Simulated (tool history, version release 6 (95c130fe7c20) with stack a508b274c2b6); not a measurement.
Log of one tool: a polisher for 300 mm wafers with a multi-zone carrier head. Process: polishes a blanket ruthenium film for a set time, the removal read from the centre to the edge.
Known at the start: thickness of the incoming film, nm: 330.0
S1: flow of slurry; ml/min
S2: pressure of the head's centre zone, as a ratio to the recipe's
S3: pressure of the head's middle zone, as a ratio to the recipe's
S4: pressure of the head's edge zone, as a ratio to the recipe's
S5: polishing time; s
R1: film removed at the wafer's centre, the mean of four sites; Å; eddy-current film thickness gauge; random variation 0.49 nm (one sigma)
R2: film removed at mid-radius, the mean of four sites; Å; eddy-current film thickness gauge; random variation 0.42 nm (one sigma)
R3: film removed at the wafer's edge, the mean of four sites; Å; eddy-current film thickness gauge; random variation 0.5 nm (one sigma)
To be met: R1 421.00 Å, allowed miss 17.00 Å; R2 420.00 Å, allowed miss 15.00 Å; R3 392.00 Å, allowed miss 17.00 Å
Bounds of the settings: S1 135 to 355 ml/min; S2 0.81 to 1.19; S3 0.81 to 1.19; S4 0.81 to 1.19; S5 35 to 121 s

Run 1, hour 0.0: S1 225 ml/min, S2 1.00, S3 1.00, S4 1.00, S5 78 s. Result: R1 612.73 Å, R2 667.48 Å, R3 676.89 Å.
Run 2, hour 8.8: S1 225 ml/min, S2 1.00, S3 1.00, S4 1.06, S5 78 s. Result: R1 606.58 Å, R2 655.63 Å, R3 687.41 Å.
Run 3, hour 9.9: S1 225 ml/min, S2 1.01, S3 1.00, S4 1.04, S5 72 s. Result: R1 572.77 Å, R2 620.72 Å, R3 632.69 Å.
Run 4, hour 13.6: S1 225 ml/min, S2 1.01, S3 1.00, S4 1.04, S5 57 s. Result: R1 446.19 Å, R2 484.98 Å, R3 497.87 Å.
Run 5, hour 20.2: S1 225 ml/min, S2 1.01, S3 1.00, S4 1.04, S5 73 s. Result: R1 581.28 Å, R2 624.51 Å, R3 614.53 Å.
At hour 27.8: centre zone pressure recalibrated.
Run 6, hour 27.8: S1 225 ml/min, S2 1.09, S3 1.00, S4 1.04, S5 73 s. Result: R1 679.28 Å, R2 614.28 Å, R3 626.38 Å.
Run 7, hour 33.8: S1 225 ml/min, S2 1.09, S3 1.00, S4 1.03, S5 69 s. Result: R1 654.91 Å, R2 582.27 Å, R3 596.53 Å.
Run 8, hour 38.2: S1 225 ml/min, S2 1.09, S3 1.01, S4 1.02, S5 65 s. Result: R1 608.30 Å, R2 563.17 Å, R3 560.63 Å.
Run 9, hour 43.1: S1 225 ml/min, S2 1.09, S3 1.01, S4 1.01, S5 62 s. Result: R1 583.33 Å, R2 529.59 Å, R3 535.48 Å.

4 next moves are on the table. One of them brings every result within its allowed miss. Which?
Run A, hour 48.0: S1 240 ml/min, S2 0.90, S3 0.92, S4 1.14, S5 52 s. Result: R1 ?, R2 ?, R3 ?.
Run B, hour 48.0: S1 215 ml/min, S2 1.06, S3 1.07, S4 0.97, S5 47 s. Result: R1 ?, R2 ?, R3 ?.
Run C, hour 48.0: S1 160 ml/min, S2 0.81, S3 0.91, S4 1.03, S5 60 s. Result: R1 ?, R2 ?, R3 ?.
Run D, hour 48.0: S1 230 ml/min, S2 1.07, S3 0.89, S4 1.00, S5 55 s. Result: R1 ?, R2 ?, R3 ?.

move      R1      R2      R3
   A  407.43  414.33  475.43
   B  427.38  418.60  396.87
   C  391.67  442.79  500.28
   D  509.68  423.60  474.56
A: brings the result that was furthest off to its target, and leaves another outside
B: meets every target
C: takes the result that was furthest off past its target
D: nearer than the last run, and not there yet
The right move is B.
